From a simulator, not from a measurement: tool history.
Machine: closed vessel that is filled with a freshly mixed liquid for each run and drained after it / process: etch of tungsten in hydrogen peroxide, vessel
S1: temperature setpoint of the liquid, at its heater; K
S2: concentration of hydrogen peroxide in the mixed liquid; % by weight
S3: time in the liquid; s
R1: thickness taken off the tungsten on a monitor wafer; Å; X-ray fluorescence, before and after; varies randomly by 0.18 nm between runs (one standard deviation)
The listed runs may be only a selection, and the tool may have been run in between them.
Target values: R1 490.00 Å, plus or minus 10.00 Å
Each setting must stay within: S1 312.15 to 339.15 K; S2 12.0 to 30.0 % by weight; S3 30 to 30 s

| run | day | S1 | S2 | S3 | R1 |
|---|---|---|---|---|---|
| 1 | 0.000 | 328.15 | 20.5 | 30 | 351.69 |
| 2 | 0.321 | 328.15 | 20.5 | 30 | 351.65 |
| 3 | 0.442 | 328.15 | 20.5 | 30 | 352.88 |
| 4 | 0.554 | 328.15 | 20.5 | 30 | 354.32 |
| 5 | 0.838 | 328.15 | 20.5 | 30 | 353.55 |
| 6 | 1.200 | 328.15 | 20.5 | 30 | 352.57 |
| 7 | 1.546 | 329.65 | 20.5 | 30 | 384.42 |
| 8 | 1.875 | 329.65 | 20.5 | 30 | 383.91 |
| 9 | 2.042 | 330.65 | 20.5 | 30 | 407.40 |
| 10 | 2.283 | 331.65 | 20.5 | 30 | 432.04 |
| 11 | 2.346 | 332.15 | 20.5 | 30 | 445.92 |
| 12 | 2.538 | 332.65 | 20.5 | 30 | 456.97 |
|  | 2.808 | new drum of peroxide connected |
| 13 | 2.808 | 334.15 | 20.5 | 30 | 509.66 |

Which of these 5 next moves meets every target?
| A | 3.079 | 332.65 | 24.5 | 30 | ? |
| B | 3.079 | 332.15 | 23.5 | 30 | ? |
| C | 3.079 | 334.65 | 20.0 | 30 | ? |
| D | 3.079 | 334.15 | 21.5 | 30 | ? |
| E | 3.079 | 335.65 | 19.0 | 30 | ? |

| move | R1 |
|---|---|
| A | 511.98 |
| B | 487.15 |
| C | 518.78 |
| D | 522.75 |
| E | 535.21 |
A: its largest miss is bigger than the last run's
B: every result lands within tolerance
C: its largest miss is bigger than the last run's
D: its largest miss is bigger than the last run's
E: its largest miss is bigger than the last run's
Correct choice: B, which meets every target
